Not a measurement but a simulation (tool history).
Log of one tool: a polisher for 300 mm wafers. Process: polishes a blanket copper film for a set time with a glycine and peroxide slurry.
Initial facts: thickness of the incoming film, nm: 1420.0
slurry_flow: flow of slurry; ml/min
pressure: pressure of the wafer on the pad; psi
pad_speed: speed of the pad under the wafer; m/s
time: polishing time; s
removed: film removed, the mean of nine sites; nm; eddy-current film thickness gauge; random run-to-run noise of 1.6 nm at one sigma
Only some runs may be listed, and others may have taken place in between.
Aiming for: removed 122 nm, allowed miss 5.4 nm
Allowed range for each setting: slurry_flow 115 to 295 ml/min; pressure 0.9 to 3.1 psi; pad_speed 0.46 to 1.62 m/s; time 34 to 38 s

run 1 hour=0 | slurry_flow=190 pressure=2 pad_speed=1.04 time=38 | removed=176.69
run 2 hour=5.1 | slurry_flow=190 pressure=2.3 pad_speed=1.04 time=38 | removed=195.57
run 3 hour=10.2 | slurry_flow=190 pressure=2.5 pad_speed=1.04 time=38 | removed=207.27
run 4 hour=11.5 | slurry_flow=190 pressure=2.5 pad_speed=1.04 time=38 | removed=208.12
run 5 hour=18.2 | slurry_flow=190 pressure=2.3 pad_speed=1.02 time=38 | removed=191
run 6 hour=18.9 | slurry_flow=190 pressure=2.3 pad_speed=0.8 time=38 | removed=160.68
run 7 hour=21.9 | slurry_flow=190 pressure=2.3 pad_speed=0.8 time=38 | removed=157.62
run 8 hour=28.4 | slurry_flow=190 pressure=2.2 pad_speed=0.8 time=38 | removed=157.38
run 9 hour=30.5 | slurry_flow=190 pressure=2.1 pad_speed=0.8 time=38 | removed=145.19
run 10 hour=33.7 | slurry_flow=190 pressure=1.9 pad_speed=0.78 time=38 | removed=137.95
run 11 hour=36.8 | slurry_flow=190 pressure=1.5 pad_speed=0.74 time=38 | removed=113.62

Exactly one of the 4 candidate moves below puts every result within its allowed miss. Which one?
run A hour=39.9 | slurry_flow=225 pressure=1.5 pad_speed=0.98 time=34 | removed=?
run B hour=39.9 | slurry_flow=190 pressure=1.8 pad_speed=0.6 time=38 | removed=?
run C hour=39.9 | slurry_flow=190 pressure=1.4 pad_speed=0.66 time=38 | removed=?
run D hour=39.9 | slurry_flow=175 pressure=2 pad_speed=0.56 time=37 | removed=?

move=A removed=120.7
move=B removed=107.37
move=C removed=97.604
move=D removed=105.59
A: every result within its allowed miss
B: further off than the last run
C: further off than the last run
D: further off than the last run
Answer: A

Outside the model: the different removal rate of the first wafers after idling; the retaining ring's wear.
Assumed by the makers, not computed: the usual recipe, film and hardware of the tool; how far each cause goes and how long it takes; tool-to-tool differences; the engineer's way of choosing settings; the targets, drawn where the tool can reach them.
